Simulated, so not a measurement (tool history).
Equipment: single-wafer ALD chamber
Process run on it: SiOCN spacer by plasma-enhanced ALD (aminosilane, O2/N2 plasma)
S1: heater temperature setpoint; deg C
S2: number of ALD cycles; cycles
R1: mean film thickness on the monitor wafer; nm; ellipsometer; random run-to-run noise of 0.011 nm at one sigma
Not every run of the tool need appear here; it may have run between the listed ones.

Run 1, hour 0: S1 405 deg C, S2 65 cycles. Result: R1 3.8037 nm.
Run 2, hour 6.6: S1 405 deg C, S2 73 cycles. Result: R1 4.2758 nm.
Run 3, hour 11.9: S1 404 deg C, S2 73 cycles. Result: R1 4.2965 nm.
Run 4, hour 16.8: S1 404 deg C, S2 81 cycles. Result: R1 4.7588 nm.
Run 5, hour 23.8: S1 404 deg C, S2 86 cycles. Result: R1 5.0475 nm.
Run 6, hour 32.8: S1 395 deg C, S2 86 cycles. Result: R1 5.1214 nm.
Run 7, hour 33.6: S1 396 deg C, S2 85 cycles. Result: R1 5.0467 nm.

For run 8, what comes out?
Run 8, hour 34.3: S1 408 deg C, S2 80 cycles. Result: R1 ?.

R1: 4.643 nm
